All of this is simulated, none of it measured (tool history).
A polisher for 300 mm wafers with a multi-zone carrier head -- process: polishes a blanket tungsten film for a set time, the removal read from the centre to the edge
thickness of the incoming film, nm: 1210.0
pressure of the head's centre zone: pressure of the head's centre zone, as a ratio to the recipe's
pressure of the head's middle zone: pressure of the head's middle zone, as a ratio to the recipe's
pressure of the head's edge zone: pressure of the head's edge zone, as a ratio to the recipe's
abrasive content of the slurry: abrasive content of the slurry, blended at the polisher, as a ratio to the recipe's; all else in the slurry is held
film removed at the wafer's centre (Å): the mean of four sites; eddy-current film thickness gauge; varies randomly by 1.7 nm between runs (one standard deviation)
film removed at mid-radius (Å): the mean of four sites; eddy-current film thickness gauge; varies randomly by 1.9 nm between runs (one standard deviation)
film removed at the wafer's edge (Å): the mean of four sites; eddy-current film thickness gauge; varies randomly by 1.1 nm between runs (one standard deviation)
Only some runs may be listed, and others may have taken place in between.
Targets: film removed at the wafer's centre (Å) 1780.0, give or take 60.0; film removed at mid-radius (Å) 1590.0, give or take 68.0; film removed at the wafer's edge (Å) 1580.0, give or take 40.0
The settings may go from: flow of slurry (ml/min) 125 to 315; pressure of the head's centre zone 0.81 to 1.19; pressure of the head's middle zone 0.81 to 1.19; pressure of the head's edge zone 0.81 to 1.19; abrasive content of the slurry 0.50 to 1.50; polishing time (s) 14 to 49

| run | hour | flow of slurry (ml/min) | pressure of the head's centre zone | pressure of the head's middle zone | pressure of the head's edge zone | abrasive content of the slurry | polishing time (s) | film removed at the wafer's centre (Å) | film removed at mid-radius (Å) | film removed at the wafer's edge (Å) |
|---|---|---|---|---|---|---|---|---|---|---|
| 1 | 0.0 | 205 | 1.00 | 1.00 | 1.00 | 1.00 | 31 | 1911.1 | 1975.0 | 1930.9 |
| 2 | 3.9 | 205 | 1.05 | 1.00 | 1.00 | 1.00 | 31 | 2039.9 | 1953.0 | 1928.6 |
| 3 | 11.8 | 200 | 1.05 | 0.99 | 0.98 | 0.95 | 31 | 1996.5 | 1895.8 | 1884.4 |
| 4 | 13.0 | 200 | 0.99 | 0.99 | 0.98 | 0.95 | 31 | 1885.3 | 1942.4 | 1912.6 |
| 5 | 17.8 | 200 | 0.99 | 0.99 | 1.07 | 0.95 | 31 | 1846.1 | 1923.1 | 2000.7 |
| 6 | 18.6 | 195 | 1.00 | 0.98 | 1.04 | 0.90 | 31 | 1839.1 | 1870.9 | 1897.0 |
| 7 | 23.0 | 190 | 1.00 | 0.97 | 1.02 | 0.85 | 31 | 1814.9 | 1785.7 | 1851.6 |
| 8 | 29.5 | 185 | 1.00 | 0.97 | 1.00 | 0.85 | 31 | 1812.7 | 1813.9 | 1833.5 |
| 9 | 31.3 | 180 | 1.00 | 0.96 | 0.98 | 0.85 | 31 | 1814.5 | 1762.3 | 1807.2 |
| 10 | 33.3 | 175 | 1.00 | 0.96 | 0.96 | 0.85 | 31 | 1799.4 | 1745.9 | 1774.2 |

Next run, 4 choices. One meets every target within its allowed miss, the rest don't. Which?
| A | 35.3 | 220 | 1.07 | 0.97 | 0.85 | 1.00 | 28 | ? | ? | ? |
| B | 35.3 | 195 | 1.08 | 0.95 | 0.92 | 1.05 | 26 | ? | ? | ? |
| C | 35.3 | 215 | 1.09 | 1.05 | 0.90 | 0.75 | 30 | ? | ? | ? |
| D | 35.3 | 155 | 1.09 | 1.00 | 0.89 | 0.80 | 32 | ? | ? | ? |

| move | film removed at the wafer's centre (Å) | film removed at mid-radius (Å) | film removed at the wafer's edge (Å) |
|---|---|---|---|
| A | 1913.8 | 1778.4 | 1627.7 |
| B | 1781.0 | 1619.9 | 1567.0 |
| C | 1920.2 | 1849.7 | 1644.9 |
| D | 1952.8 | 1832.3 | 1704.3 |
A: an improvement on the last run, though not all results are within tolerance
B: meets every target
C: an improvement on the last run, though not all results are within tolerance
D: an improvement on the last run, though not all results are within tolerance
Move B is the one to make.
